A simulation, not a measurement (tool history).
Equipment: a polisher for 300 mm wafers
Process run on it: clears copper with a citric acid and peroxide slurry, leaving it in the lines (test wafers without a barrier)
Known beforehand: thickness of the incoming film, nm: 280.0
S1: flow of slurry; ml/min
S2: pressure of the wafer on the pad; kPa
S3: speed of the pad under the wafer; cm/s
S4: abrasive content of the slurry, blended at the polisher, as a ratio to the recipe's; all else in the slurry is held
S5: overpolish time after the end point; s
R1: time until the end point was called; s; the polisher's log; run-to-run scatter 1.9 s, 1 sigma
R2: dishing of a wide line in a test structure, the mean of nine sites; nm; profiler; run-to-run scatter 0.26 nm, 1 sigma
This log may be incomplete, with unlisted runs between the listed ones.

run  hour   S1    S2   S3   S4  S5      R1      R2
  1   0.0  270  15.9  110  1.0  13  135.43  17.218
  2   7.2  240  15.9  110  1.0  13  132.86  17.131
  3  12.8  185  15.9  110  1.0  13  139.61  16.778
  4  15.3  185  15.9  110  1.0  14  140.90  17.755
  5  19.1  185  15.9  110  1.0  15  140.98  18.588
  6  23.3  185  15.9   98  1.0  15  149.37  17.546
  7  26.8  180  15.9  100  1.0  16  148.10  18.307

Run 8 comes next. What will it give?
  8  30.3  175  15.9  102  1.0  17   ?   ?

{"run 8": {"R1": 150.62, "R2": 19.525}}
